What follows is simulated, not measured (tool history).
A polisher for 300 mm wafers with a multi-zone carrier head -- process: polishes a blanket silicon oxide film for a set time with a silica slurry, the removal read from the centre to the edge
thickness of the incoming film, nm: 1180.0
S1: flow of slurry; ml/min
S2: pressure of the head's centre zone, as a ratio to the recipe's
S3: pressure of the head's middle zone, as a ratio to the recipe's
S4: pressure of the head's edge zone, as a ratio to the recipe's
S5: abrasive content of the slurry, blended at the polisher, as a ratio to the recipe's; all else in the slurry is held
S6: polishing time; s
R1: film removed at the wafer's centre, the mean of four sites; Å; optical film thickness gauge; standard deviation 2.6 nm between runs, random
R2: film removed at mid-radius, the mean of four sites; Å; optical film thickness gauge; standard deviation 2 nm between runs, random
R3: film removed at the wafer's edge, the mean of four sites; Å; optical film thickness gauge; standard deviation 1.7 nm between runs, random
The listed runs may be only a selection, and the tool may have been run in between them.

run 1 hour=0.0 | S1=250 S2=1.00 S3=1.00 S4=1.00 S5=1.00 S6=74 | R1=2967.5 R2=2888.2 R3=2911.9
run 2 hour=4.5 | S1=250 S2=1.00 S3=1.00 S4=1.00 S5=0.90 S6=74 | R1=2753.9 R2=2758.6 R3=2728.0
run 3 hour=10.6 | S1=250 S2=1.01 S3=0.98 S4=0.98 S5=0.85 S6=71 | R1=2578.2 R2=2566.0 R3=2569.6
run 4 hour=18.3 | S1=250 S2=1.04 S3=0.97 S4=0.97 S5=0.80 S6=67 | R1=2484.5 R2=2270.6 R3=2250.7
run 5 hour=22.8 | S1=250 S2=1.04 S3=0.97 S4=0.97 S5=0.80 S6=58 | R1=2104.1 R2=1976.7 R3=2025.8
run 6 hour=24.2 | S1=250 S2=0.97 S3=0.97 S4=0.97 S5=0.80 S6=58 | R1=1985.5 R2=1982.7 R3=1999.0
run 7 hour=32.6 | S1=250 S2=0.98 S3=0.96 S4=0.95 S5=0.75 S6=58 | R1=1935.7 R2=1916.5 R3=1897.2
run 8 hour=41.4 | S1=250 S2=0.98 S3=0.94 S4=0.93 S5=0.75 S6=58 | R1=1916.5 R2=1840.4 R3=1865.1
run 9 hour=47.2 | S1=250 S2=0.98 S3=0.94 S4=0.93 S5=0.75 S6=58 | R1=1938.5 R2=1829.5 R3=1862.1
run 10 hour=47.8 | S1=250 S2=0.98 S3=0.94 S4=0.91 S5=0.75 S6=58 | R1=1918.5 R2=1874.6 R3=1859.1
run 11 hour=50.1 | S1=250 S2=0.99 S3=0.93 S4=0.90 S5=0.70 S6=58 | R1=1818.7 R2=1730.6 R3=1783.7
run 12 hour=54.6 | S1=255 S2=1.02 S3=0.94 S4=0.89 S5=0.70 S6=58 | R1=1921.6 R2=1774.6 R3=1792.2

Predict the results of run 13:
run 13 hour=56.0 | S1=255 S2=1.02 S3=0.94 S4=0.89 S5=0.70 S6=58 | R1=? R2=? R3=?

R1: 1910.3 Å
R2: 1776.6 Å
R3: 1767.2 Å
